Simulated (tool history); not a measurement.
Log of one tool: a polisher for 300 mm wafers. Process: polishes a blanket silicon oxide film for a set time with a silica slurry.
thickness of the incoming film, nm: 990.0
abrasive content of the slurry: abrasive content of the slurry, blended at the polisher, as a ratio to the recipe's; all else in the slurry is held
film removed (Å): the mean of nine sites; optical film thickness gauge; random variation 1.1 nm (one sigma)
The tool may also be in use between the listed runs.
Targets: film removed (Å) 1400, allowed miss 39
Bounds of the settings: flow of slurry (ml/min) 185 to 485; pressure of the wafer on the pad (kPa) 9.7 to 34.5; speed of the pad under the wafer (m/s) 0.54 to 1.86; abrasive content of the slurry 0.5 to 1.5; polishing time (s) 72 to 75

| run | hour | flow of slurry (ml/min) | pressure of the wafer on the pad (kPa) | speed of the pad under the wafer (m/s) | abrasive content of the slurry | polishing time (s) | film removed (Å) |
|---|---|---|---|---|---|---|---|
| 1 | 0 | 310 | 22.1 | 1.18 | 1 | 72 | 1593.1 |
| 2 | 4.3 | 310 | 21.4 | 1.18 | 1 | 72 | 1511.6 |
| 3 | 8.3 | 310 | 21.4 | 0.92 | 1 | 72 | 1247.5 |
| 4 | 11.2 | 310 | 21.4 | 1.14 | 1 | 72 | 1511.6 |
| 5 | 16.4 | 310 | 21.4 | 1.14 | 0.8 | 72 | 1348.4 |
| 6 | 19.5 | 310 | 21.4 | 1.36 | 0.8 | 72 | 1549.4 |
| 7 | 21.8 | 310 | 20.7 | 1.36 | 0.8 | 72 | 1505.7 |
| 8 | 30.5 | 310 | 20 | 1.36 | 0.8 | 72 | 1454.2 |

4 next moves are on the table. One of them brings every result within its allowed miss. Which?
| A | 39.2 | 290 | 17.9 | 1.38 | 0.7 | 74 | ? |
| B | 39.2 | 295 | 20 | 1.34 | 0.85 | 72 | ? |
| C | 39.2 | 425 | 22.8 | 1.4 | 0.65 | 72 | ? |
| D | 39.2 | 265 | 18.6 | 1.38 | 0.75 | 75 | ? |

| move | film removed (Å) |
|---|---|
| A | 1301.8 |
| B | 1492.7 |
| C | 1518.8 |
| D | 1397.5 |
A: takes the result that was furthest off past its target
B: further off than the last run
C: further off than the last run
D: meets every target
Answer: D

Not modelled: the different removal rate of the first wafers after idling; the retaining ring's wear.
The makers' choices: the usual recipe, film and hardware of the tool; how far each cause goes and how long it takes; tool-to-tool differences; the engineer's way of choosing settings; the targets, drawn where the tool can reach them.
